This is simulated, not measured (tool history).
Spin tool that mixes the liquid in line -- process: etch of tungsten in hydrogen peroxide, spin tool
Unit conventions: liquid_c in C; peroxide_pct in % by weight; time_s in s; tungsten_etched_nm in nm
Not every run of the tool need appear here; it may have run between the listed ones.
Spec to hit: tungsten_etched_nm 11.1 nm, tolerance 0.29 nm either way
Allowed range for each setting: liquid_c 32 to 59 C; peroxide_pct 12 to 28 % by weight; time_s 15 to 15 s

run,hour,liquid_c,peroxide_pct,time_s,tungsten_etched_nm
1,0,43,19,15,9.544
2,5.6,39.5,19,15,7.5789
3,11.9,41,19,15,8.3365
4,15.8,42,19,15,8.9425
5,20.5,43,19,15,9.5415
6,22.7,38.5,19,15,7.1123
# hour 24.6: thermometer replaced
7,24.6,40,19,15,7.1739
8,32,48,19.5,15,11.976

Which one of the following 5 next-run settings gets every result inside its allowed miss? There is exactly one.
A,39.4,49,17,15,?
B,39.4,46,19.5,15,?
C,39.4,46.5,20.5,15,?
D,39.4,48.5,18,15,?
E,39.4,48,20,15,?

move,tungsten_etched_nm
A,11.919
B,10.597
C,11.21
D,11.893
E,12.155
A: closer than the last run, but not yet in spec
B: the result that was furthest off in the last run now lies on the other side of its target
C: all results in spec
D: closer than the last run, but not yet in spec
E: moves away from the targets compared with the last run
Correct choice: C, which meets every target
